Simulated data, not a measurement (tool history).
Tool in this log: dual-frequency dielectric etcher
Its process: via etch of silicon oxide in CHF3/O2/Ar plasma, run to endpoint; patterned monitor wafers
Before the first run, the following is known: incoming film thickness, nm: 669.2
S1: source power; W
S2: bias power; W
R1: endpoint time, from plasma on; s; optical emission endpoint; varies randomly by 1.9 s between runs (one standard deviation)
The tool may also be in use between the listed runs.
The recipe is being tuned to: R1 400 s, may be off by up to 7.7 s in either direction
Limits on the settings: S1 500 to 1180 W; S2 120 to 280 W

{"run": 1, "hour": 0.0, "S1": 840, "S2": 200, "R1": 338.05}
{"run": 2, "hour": 3.5, "S1": 740, "S2": 193, "R1": 361.66}
{"run": 3, "hour": 8.6, "S1": 790, "S2": 193, "R1": 349.49}
{"run": 4, "hour": 12.2, "S1": 710, "S2": 190, "R1": 366.86}
{"run": 5, "hour": 18.5, "S1": 710, "S2": 218, "R1": 349.6}
{"run": 6, "hour": 25.0, "S1": 640, "S2": 211, "R1": 368.38}
{"run": 7, "hour": 25.5, "S1": 600, "S2": 208, "R1": 376.39}
{"run": 8, "hour": 33.9, "S1": 570, "S2": 205, "R1": 391.8}
{"run": 9, "hour": 36.7, "S1": 560, "S2": 205, "R1": 391.83}

Of the 5 settings listed for the next run, only one would bring every result within its allowed miss of target. Which one?
{"run": "A", "hour": 39.5, "S1": 530, "S2": 210, "R1": "?"}
{"run": "B", "hour": 39.5, "S1": 560, "S2": 210, "R1": "?"}
{"run": "C", "hour": 39.5, "S1": 590, "S2": 207, "R1": "?"}
{"run": "D", "hour": 39.5, "S1": 570, "S2": 217, "R1": "?"}
{"run": "E", "hour": 39.5, "S1": 500, "S2": 203, "R1": "?"}

move=A R1=397.36
move=B R1=388.78
move=C R1=383
move=D R1=381.09
move=E R1=412.17
A: in spec on every target
B: misses by more than the last run did
C: misses by more than the last run did
D: misses by more than the last run did
E: the result that was furthest off in the last run now lies on the other side of its target
The right move is A.
